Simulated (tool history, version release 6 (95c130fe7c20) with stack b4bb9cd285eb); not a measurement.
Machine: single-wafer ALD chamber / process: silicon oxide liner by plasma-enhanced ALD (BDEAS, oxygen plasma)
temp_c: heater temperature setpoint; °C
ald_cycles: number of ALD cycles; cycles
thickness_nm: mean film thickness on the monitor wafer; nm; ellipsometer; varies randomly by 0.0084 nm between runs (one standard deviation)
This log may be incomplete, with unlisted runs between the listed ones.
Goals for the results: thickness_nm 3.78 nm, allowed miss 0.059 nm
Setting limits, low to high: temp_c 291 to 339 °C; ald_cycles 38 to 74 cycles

run	hour	temp_c	ald_cycles	thickness_nm
1	0	315	56	4.9208
2	1.7	316	51	4.4661
3	3	318	48	4.1902
4	11.6	321	47	4.1052
5	14.9	321	55	4.7978
6	19	331	55	4.7249
7	22.6	332	51	4.343
8	26.4	333	49	4.1646
# hour 27.8: thermocouple changed; heater temperature recalibrated
9	27.8	334	48	4.1074
10	30.9	334	47	4.0363
11	31.6	335	42	3.6006
12	33.4	333	43	3.6882
13	39.2	332	43	3.7076
14	45.2	331	43	3.699
15	49.3	330	43	3.7065

5 next moves are on the table. One of them brings every result within its allowed miss. Which?
A	53.4	339	43	?
B	53.4	329	44	?
C	53.4	331	42	?
D	53.4	333	42	?
E	53.4	337	42	?

move	thickness_nm
A	3.6696
B	3.8111
C	3.6272
D	3.6164
E	3.595
A: lands further from the targets than the last run did
B: all results land within tolerance of their targets
C: lands further from the targets than the last run did
D: lands further from the targets than the last run did
E: lands further from the targets than the last run did
Correct choice: B, which meets every target

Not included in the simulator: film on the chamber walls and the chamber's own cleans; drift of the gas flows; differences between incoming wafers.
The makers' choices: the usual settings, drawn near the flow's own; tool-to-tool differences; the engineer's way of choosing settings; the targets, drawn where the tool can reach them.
